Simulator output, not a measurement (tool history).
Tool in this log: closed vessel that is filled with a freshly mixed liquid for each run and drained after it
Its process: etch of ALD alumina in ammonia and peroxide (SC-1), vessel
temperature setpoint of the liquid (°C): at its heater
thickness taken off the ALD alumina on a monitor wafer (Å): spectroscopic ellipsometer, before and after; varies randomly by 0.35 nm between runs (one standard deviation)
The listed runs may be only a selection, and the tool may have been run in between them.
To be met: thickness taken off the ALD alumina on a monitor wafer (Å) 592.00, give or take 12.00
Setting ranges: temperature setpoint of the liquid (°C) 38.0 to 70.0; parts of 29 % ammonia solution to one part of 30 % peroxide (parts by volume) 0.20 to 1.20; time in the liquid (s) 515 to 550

run	hour	temperature setpoint of the liquid (°C)	parts of 29 % ammonia solution to one part of 30 % peroxide (parts by volume)	time in the liquid (s)	thickness taken off the ALD alumina on a monitor wafer (Å)
1	0.0	54.0	0.85	515	357.61
2	0.7	55.5	0.85	515	391.84
3	5.4	55.5	0.95	515	393.84
4	8.0	57.0	0.95	515	427.96
# hour 10.5: ammonia flow meter replaced
5	10.5	57.0	0.95	515	429.17
6	14.2	57.0	1.15	515	432.50
7	18.2	58.0	1.15	515	456.64
8	26.3	58.0	1.15	515	455.61
9	30.0	58.0	1.15	515	454.04
10	38.8	59.0	1.15	515	478.50
11	39.7	59.5	1.15	515	487.33
12	47.3	60.0	1.15	515	511.53
13	52.3	60.5	1.15	515	517.67
14	57.8	61.0	1.15	515	536.70
15	59.2	61.5	1.15	515	546.01

Of the 4 settings listed for the next run, only one would bring every result within its allowed miss of target. Which one?
A	60.6	59.5	1.10	515	?
B	60.6	63.0	0.70	540	?
C	60.6	63.0	1.15	550	?
D	60.6	60.5	1.20	515	?

move	thickness taken off the ALD alumina on a monitor wafer (Å)
A	490.43
B	588.79
C	628.43
D	520.50
A: its largest miss is bigger than the last run's
B: every result within its allowed miss
C: pushes the last run's worst result past its target
D: its largest miss is bigger than the last run's
The move that meets every target is B.
